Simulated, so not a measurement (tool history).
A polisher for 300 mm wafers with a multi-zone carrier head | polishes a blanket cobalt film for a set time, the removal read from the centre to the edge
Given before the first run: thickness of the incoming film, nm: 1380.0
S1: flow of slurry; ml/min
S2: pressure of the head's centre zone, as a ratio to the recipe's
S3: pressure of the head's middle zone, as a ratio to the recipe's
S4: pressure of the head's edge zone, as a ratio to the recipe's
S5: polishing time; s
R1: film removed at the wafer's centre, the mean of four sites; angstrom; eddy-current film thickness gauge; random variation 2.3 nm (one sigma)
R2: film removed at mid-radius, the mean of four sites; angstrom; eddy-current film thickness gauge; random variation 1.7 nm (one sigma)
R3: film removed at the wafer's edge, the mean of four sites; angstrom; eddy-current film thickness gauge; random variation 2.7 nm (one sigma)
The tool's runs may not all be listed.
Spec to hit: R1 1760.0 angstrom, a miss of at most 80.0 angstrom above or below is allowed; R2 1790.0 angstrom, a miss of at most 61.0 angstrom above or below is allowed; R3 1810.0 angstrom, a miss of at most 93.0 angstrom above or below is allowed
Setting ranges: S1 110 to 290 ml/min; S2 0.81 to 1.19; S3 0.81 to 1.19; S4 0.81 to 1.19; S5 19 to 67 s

{"run": 1, "day": 0.0, "S1": 185, "S2": 1.0, "S3": 1.0, "S4": 1.0, "S5": 43, "R1": 1469.6, "R2": 1454.2, "R3": 1429.2}
{"run": 2, "day": 0.308, "S1": 190, "S2": 1.0, "S3": 1.01, "S4": 1.02, "S5": 44, "R1": 1538.9, "R2": 1542.9, "R3": 1469.3}
{"run": 3, "day": 0.338, "S1": 190, "S2": 0.99, "S3": 1.0, "S4": 1.03, "S5": 45, "R1": 1498.2, "R2": 1508.3, "R3": 1506.3}
{"run": 4, "day": 0.667, "S1": 190, "S2": 0.99, "S3": 1.0, "S4": 1.09, "S5": 45, "R1": 1500.0, "R2": 1505.3, "R3": 1558.0}
{"run": 5, "day": 0.842, "S1": 190, "S2": 0.99, "S3": 1.0, "S4": 1.05, "S5": 45, "R1": 1555.2, "R2": 1543.2, "R3": 1540.2}
{"run": 6, "day": 1.133, "S1": 195, "S2": 0.99, "S3": 1.0, "S4": 1.06, "S5": 45, "R1": 1512.5, "R2": 1538.3, "R3": 1521.9}
{"run": 7, "day": 1.367, "S1": 190, "S2": 0.99, "S3": 1.01, "S4": 1.07, "S5": 46, "R1": 1533.5, "R2": 1588.5, "R3": 1575.6}
{"run": 8, "day": 1.421, "S1": 195, "S2": 1.0, "S3": 1.01, "S4": 1.08, "S5": 46, "R1": 1561.0, "R2": 1575.2, "R3": 1614.9}
{"run": 9, "day": 1.692, "S1": 200, "S2": 1.01, "S3": 1.02, "S4": 1.08, "S5": 46, "R1": 1589.2, "R2": 1609.1, "R3": 1568.8}
{"run": 10, "day": 2.0, "S1": 200, "S2": 1.01, "S3": 1.02, "S4": 1.09, "S5": 47, "R1": 1642.5, "R2": 1622.7, "R3": 1604.8}
{"run": 11, "day": 2.308, "S1": 200, "S2": 1.01, "S3": 1.02, "S4": 1.1, "S5": 48, "R1": 1667.4, "R2": 1645.7, "R3": 1663.4}
{"run": 12, "day": 2.658, "S1": 200, "S2": 1.01, "S3": 1.02, "S4": 1.1, "S5": 48, "R1": 1641.9, "R2": 1648.3, "R3": 1707.0}
{"run": 13, "day": 2.779, "S1": 205, "S2": 1.01, "S3": 1.02, "S4": 1.1, "S5": 48, "R1": 1691.4, "R2": 1658.0, "R3": 1698.4}
{"run": 14, "day": 2.921, "S1": 210, "S2": 1.01, "S3": 1.02, "S4": 1.1, "S5": 48, "R1": 1647.3, "R2": 1683.7, "R3": 1734.0}
{"run": 15, "day": 2.962, "S1": 220, "S2": 1.03, "S3": 1.03, "S4": 1.1, "S5": 48, "R1": 1719.2, "R2": 1743.1, "R3": 1669.5}

Consider the 5 candidate settings below. Which is the only one whose results all fall within their allowed miss of target?
{"run": "A", "day": 3.004, "S1": 255, "S2": 1.02, "S3": 1.05, "S4": 1.11, "S5": 45, "R1": "?", "R2": "?", "R3": "?"}
{"run": "B", "day": 3.004, "S1": 220, "S2": 1.16, "S3": 1.1, "S4": 1.0, "S5": 44, "R1": "?", "R2": "?", "R3": "?"}
{"run": "C", "day": 3.004, "S1": 220, "S2": 1.1, "S3": 1.1, "S4": 1.03, "S5": 46, "R1": "?", "R2": "?", "R3": "?"}
{"run": "D", "day": 3.004, "S1": 220, "S2": 0.99, "S3": 1.03, "S4": 1.11, "S5": 51, "R1": "?", "R2": "?", "R3": "?"}
{"run": "E", "day": 3.004, "S1": 270, "S2": 1.09, "S3": 1.14, "S4": 0.98, "S5": 44, "R1": "?", "R2": "?", "R3": "?"}

move=A R1=1641.6 R2=1663.3 R3=1598.7
move=B R1=1790.7 R2=1660.3 R3=1470.0
move=C R1=1774.6 R2=1736.2 R3=1556.9
move=D R1=1768.5 R2=1820.9 R3=1787.3
move=E R1=1729.5 R2=1755.8 R3=1483.9
A: misses by more than the last run did
B: misses by more than the last run did
C: misses by more than the last run did
D: all results in spec
E: misses by more than the last run did
Answer: D
